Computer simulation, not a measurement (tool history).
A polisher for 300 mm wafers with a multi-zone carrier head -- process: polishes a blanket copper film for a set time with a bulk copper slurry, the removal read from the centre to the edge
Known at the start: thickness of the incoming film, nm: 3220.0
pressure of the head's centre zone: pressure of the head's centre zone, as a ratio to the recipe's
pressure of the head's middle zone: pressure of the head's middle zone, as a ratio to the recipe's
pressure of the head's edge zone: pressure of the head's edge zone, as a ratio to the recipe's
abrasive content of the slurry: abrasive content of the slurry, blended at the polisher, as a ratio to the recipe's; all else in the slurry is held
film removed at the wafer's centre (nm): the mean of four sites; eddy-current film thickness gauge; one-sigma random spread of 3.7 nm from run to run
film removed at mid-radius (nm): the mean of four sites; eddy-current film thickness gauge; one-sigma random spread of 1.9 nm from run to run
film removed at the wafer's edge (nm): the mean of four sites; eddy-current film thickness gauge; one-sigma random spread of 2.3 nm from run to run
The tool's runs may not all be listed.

run	hour	flow of slurry (ml/min)	pressure of the head's centre zone	pressure of the head's middle zone	pressure of the head's edge zone	abrasive content of the slurry	polishing time (s)	film removed at the wafer's centre (nm)	film removed at mid-radius (nm)	film removed at the wafer's edge (nm)
1	0	235	1	1	1	1	34	195.83	195.02	195.2
2	5.6	245	1.04	1.01	1.03	1.1	35	215.07	210.82	209.46
3	11.9	270	1.04	1.01	1.03	1.1	35	220.86	212.64	210.77
4	17.9	275	1.07	1.01	1.06	1.2	36	235.24	226	225.61
5	21.8	285	1.1	1	1.08	1.25	37	254.21	230.83	236.32
6	28.3	340	1.1	1	1.08	1.25	37	259.06	234.81	245.29
7	31.9	345	1.12	1.01	1.09	1.3	37	268.52	241.49	248.59
8	32.9	350	1.13	1.01	1.1	1.35	37	265.15	242.18	250.5
9	35.8	350	1.14	1.01	1.1	1.35	38	286.2	249.87	254.02
10	44.6	355	1.14	1.01	1.11	1.4	38	285.05	252.77	257.35

Forecast run 11:
11	49.1	355	1.14	1.01	1.12	1.4	38	?	?	?

{"run 11": {"film removed at the wafer's centre (nm)": 287.99, "film removed at mid-radius (nm)": 250.01, "film removed at the wafer's edge (nm)": 260.48}}

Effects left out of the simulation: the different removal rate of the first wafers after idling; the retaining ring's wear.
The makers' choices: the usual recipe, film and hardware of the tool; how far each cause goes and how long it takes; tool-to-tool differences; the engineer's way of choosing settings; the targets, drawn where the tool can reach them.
